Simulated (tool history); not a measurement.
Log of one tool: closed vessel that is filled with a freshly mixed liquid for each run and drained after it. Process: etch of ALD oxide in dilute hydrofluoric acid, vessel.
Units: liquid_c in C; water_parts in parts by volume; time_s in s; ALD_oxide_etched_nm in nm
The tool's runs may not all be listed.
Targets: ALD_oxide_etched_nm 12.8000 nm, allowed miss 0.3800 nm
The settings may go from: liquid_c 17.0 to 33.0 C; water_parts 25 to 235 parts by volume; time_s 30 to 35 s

run	hour	liquid_c	water_parts	time_s	ALD_oxide_etched_nm
1	0.0	25.0	130	35	4.3483
2	8.0	25.0	110	35	5.2398
3	16.5	26.0	100	35	6.0883
4	20.1	22.5	100	35	5.3199
5	29.0	24.0	90	35	6.3267
6	37.5	27.5	90	35	7.2639
7	39.6	31.5	40	35	20.3730
8	46.1	30.5	40	35	19.8960
9	50.9	29.5	40	35	18.9890
10	59.6	28.5	40	35	18.1400
11	60.9	27.5	40	35	17.5640

Which of these 4 next moves meets every target?
A	62.2	27.0	55	30	?
B	62.2	25.5	50	35	?
C	62.2	31.0	50	30	?
D	62.2	27.0	50	35	?

move	ALD_oxide_etched_nm
A	10.3850
B	12.6320
C	13.4770
D	13.4220
A: takes the result that was furthest off past its target
B: meets every target
C: nearer than the last run, and not there yet
D: nearer than the last run, and not there yet
Move B is the one to make.
